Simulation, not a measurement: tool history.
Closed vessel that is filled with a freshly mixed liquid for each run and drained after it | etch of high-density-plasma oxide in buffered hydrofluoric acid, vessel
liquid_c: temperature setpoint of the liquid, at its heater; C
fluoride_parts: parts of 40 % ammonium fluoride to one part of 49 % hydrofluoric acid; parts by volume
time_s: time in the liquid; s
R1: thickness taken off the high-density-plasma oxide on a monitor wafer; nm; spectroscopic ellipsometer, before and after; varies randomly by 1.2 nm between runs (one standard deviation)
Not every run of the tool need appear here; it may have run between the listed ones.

{"run": 1, "day": 0.0, "liquid_c": 25.0, "fluoride_parts": 11.5, "time_s": 100, "R1": 108.18}
{"run": 2, "day": 0.15, "liquid_c": 25.0, "fluoride_parts": 11.5, "time_s": 105, "R1": 111.39}
{"run": 3, "day": 0.212, "liquid_c": 22.0, "fluoride_parts": 11.5, "time_s": 105, "R1": 96.005}
{"run": 4, "day": 0.546, "liquid_c": 25.0, "fluoride_parts": 11.5, "time_s": 105, "R1": 113.02}
{"run": 5, "day": 0.879, "liquid_c": 25.0, "fluoride_parts": 11.5, "time_s": 100, "R1": 107.15}
{"run": 6, "day": 1.071, "liquid_c": 25.0, "fluoride_parts": 11.5, "time_s": 100, "R1": 106.82}
{"run": 7, "day": 1.346, "liquid_c": 27.0, "fluoride_parts": 11.0, "time_s": 100, "R1": 126.44}
{"run": 8, "day": 1.575, "liquid_c": 28.5, "fluoride_parts": 11.0, "time_s": 100, "R1": 135.98}
{"run": 9, "day": 1.954, "liquid_c": 29.5, "fluoride_parts": 10.5, "time_s": 100, "R1": 150.05}
{"run": 10, "day": 2.246, "liquid_c": 30.0, "fluoride_parts": 10.5, "time_s": 100, "R1": 154.44}
{"run": 11, "day": 2.442, "liquid_c": 30.0, "fluoride_parts": 10.5, "time_s": 100, "R1": 153.38}
{"run": 12, "day": 2.483, "liquid_c": 30.5, "fluoride_parts": 10.0, "time_s": 100, "R1": 166.27}
{"run": 13, "day": 2.521, "liquid_c": 31.0, "fluoride_parts": 10.0, "time_s": 100, "R1": 170.28}
{"run": 14, "day": 2.592, "liquid_c": 31.0, "fluoride_parts": 10.0, "time_s": 100, "R1": 170.15}

Expected results for the next run?
{"run": 15, "day": 2.804, "liquid_c": 31.5, "fluoride_parts": 10.0, "time_s": 100, "R1": "?"}

R1: 177.380 nm
